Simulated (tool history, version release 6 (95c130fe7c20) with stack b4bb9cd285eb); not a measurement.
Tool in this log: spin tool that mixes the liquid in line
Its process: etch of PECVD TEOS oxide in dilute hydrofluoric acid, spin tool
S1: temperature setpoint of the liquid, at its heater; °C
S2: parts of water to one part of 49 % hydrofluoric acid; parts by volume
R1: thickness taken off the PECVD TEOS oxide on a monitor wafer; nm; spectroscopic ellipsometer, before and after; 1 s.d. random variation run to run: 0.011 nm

{"run": 1, "hour": 0.0, "S1": 24.0, "S2": 240, "time under the liquid (s)": 70, "R1": 2.5412}
{"run": 2, "hour": 6.9, "S1": 21.0, "S2": 240, "time under the liquid (s)": 70, "R1": 2.2826}
{"run": 3, "hour": 8.1, "S1": 21.0, "S2": 325, "time under the liquid (s)": 70, "R1": 1.5487}
{"run": 4, "hour": 8.9, "S1": 21.0, "S2": 280, "time under the liquid (s)": 70, "R1": 1.8829}
{"run": 5, "hour": 13.2, "S1": 21.0, "S2": 335, "time under the liquid (s)": 70, "R1": 1.5011}
{"run": 6, "hour": 16.1, "S1": 20.0, "S2": 340, "time under the liquid (s)": 70, "R1": 1.4129}

Run 7 has not been measured yet. What should we expect?
{"run": 7, "hour": 19.0, "S1": 19.5, "S2": 340, "time under the liquid (s)": 70, "R1": "?"}

R1: 1.4028 nm

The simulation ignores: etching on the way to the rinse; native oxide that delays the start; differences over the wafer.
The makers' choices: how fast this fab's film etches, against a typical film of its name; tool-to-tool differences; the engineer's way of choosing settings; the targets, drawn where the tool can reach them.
